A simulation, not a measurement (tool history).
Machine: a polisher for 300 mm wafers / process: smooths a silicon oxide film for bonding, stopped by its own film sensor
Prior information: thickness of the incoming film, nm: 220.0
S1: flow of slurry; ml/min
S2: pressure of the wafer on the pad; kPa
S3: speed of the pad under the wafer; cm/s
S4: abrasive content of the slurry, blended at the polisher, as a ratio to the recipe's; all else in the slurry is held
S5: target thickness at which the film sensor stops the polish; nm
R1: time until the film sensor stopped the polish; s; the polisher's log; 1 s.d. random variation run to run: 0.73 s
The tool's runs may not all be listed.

run    day   S1    S2   S3   S4   S5      R1
  1  0.000  130  13.8  112  1.0  154  71.485
  2  0.225  130  15.2  114  1.0  154  64.501
  3  0.354  130  15.9  114  1.0  154  62.024
  4  0.717  130  15.9   96  1.0  154  70.127
  5  0.825  130  17.9   96  1.0  154  63.809
  6  1.004  130  17.9   78  1.0  154  71.954
  7  1.133  130  18.6   84  1.0  154  66.167
  8  1.471  130  19.3   88  1.0  154  62.219

Run 9, settings as shown, results not yet in. Your forecast:
  9  1.679  130  20.0  92  1.0  154   ?

{"run 9": {"R1": 58.108}}

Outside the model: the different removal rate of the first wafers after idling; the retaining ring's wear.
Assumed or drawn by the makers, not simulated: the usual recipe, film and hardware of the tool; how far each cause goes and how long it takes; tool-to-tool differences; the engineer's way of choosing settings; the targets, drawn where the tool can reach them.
